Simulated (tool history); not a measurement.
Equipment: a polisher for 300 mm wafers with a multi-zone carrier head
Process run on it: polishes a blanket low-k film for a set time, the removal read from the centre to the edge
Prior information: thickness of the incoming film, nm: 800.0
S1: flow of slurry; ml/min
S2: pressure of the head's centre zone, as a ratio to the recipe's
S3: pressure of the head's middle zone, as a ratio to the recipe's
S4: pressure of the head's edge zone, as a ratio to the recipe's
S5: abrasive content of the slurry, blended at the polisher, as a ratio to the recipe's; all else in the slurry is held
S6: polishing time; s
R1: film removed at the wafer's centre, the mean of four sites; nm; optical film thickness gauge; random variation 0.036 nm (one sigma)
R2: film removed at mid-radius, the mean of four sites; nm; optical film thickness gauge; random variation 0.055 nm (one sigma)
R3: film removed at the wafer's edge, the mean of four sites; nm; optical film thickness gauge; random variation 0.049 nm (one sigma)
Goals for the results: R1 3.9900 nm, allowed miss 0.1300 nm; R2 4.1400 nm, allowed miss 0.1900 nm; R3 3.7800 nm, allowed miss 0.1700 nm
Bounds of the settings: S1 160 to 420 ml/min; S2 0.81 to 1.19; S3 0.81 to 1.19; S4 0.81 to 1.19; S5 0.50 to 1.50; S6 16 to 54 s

| run | hour | S1 | S2 | S3 | S4 | S5 | S6 | R1 | R2 | R3 |
|---|---|---|---|---|---|---|---|---|---|---|
| 1 | 0.0 | 270 | 1.00 | 1.00 | 1.00 | 1.00 | 35 | 7.2426 | 7.2346 | 6.9166 |
| 2 | 3.2 | 270 | 0.99 | 1.00 | 0.99 | 0.95 | 34 | 6.8125 | 6.7908 | 6.3148 |
| 3 | 3.8 | 265 | 0.97 | 0.99 | 0.99 | 0.90 | 33 | 6.1929 | 6.0431 | 6.0084 |
| 4 | 5.8 | 265 | 0.97 | 1.02 | 0.99 | 0.90 | 33 | 6.2098 | 6.3729 | 6.0367 |
|  | 10.6 | worn pad replaced by a new one |
| 5 | 10.6 | 270 | 0.96 | 1.02 | 0.97 | 0.85 | 32 | 6.2282 | 6.4265 | 6.1787 |
| 6 | 15.9 | 260 | 0.98 | 1.04 | 1.00 | 0.80 | 31 | 5.8784 | 6.1592 | 5.6695 |
| 7 | 16.8 | 255 | 0.98 | 1.04 | 1.01 | 0.75 | 30 | 5.3129 | 5.7811 | 5.3424 |
| 8 | 19.1 | 250 | 1.00 | 1.03 | 1.02 | 0.70 | 29 | 4.9467 | 5.0296 | 4.8876 |
| 9 | 25.6 | 250 | 1.00 | 1.03 | 1.02 | 0.70 | 29 | 5.0406 | 5.0938 | 4.7596 |
| 10 | 33.3 | 245 | 1.00 | 1.03 | 1.04 | 0.70 | 29 | 4.9144 | 5.1030 | 4.9314 |
| 11 | 39.2 | 240 | 1.01 | 1.04 | 1.04 | 0.70 | 28 | 4.8453 | 4.8828 | 4.8006 |

Which one of the following 5 next-run settings gets every result inside its allowed miss? There is exactly one.
| A | 45.1 | 330 | 1.04 | 1.08 | 1.09 | 0.50 | 32 | ? | ? | ? |
| B | 45.1 | 220 | 0.92 | 1.00 | 1.09 | 0.70 | 32 | ? | ? | ? |
| C | 45.1 | 170 | 1.01 | 1.00 | 1.09 | 1.15 | 18 | ? | ? | ? |
| D | 45.1 | 265 | 0.91 | 1.15 | 1.00 | 0.50 | 34 | ? | ? | ? |
| E | 45.1 | 255 | 0.98 | 0.93 | 1.01 | 0.70 | 26 | ? | ? | ? |

| move | R1 | R2 | R3 |
|---|---|---|---|
| A | 3.9833 | 4.0349 | 3.7157 |
| B | 4.9630 | 5.3618 | 5.3298 |
| C | 4.1580 | 4.1066 | 4.1258 |
| D | 3.6121 | 4.4299 | 3.7170 |
| E | 4.3846 | 4.1743 | 4.2326 |
A: in spec on every target
B: lands further from the targets than the last run did
C: nearer the targets than the last run, but a result is still out of spec
D: the result that was furthest off in the last run now lies on the other side of its target
E: nearer the targets than the last run, but a result is still out of spec
Go with A: it meets all targets.
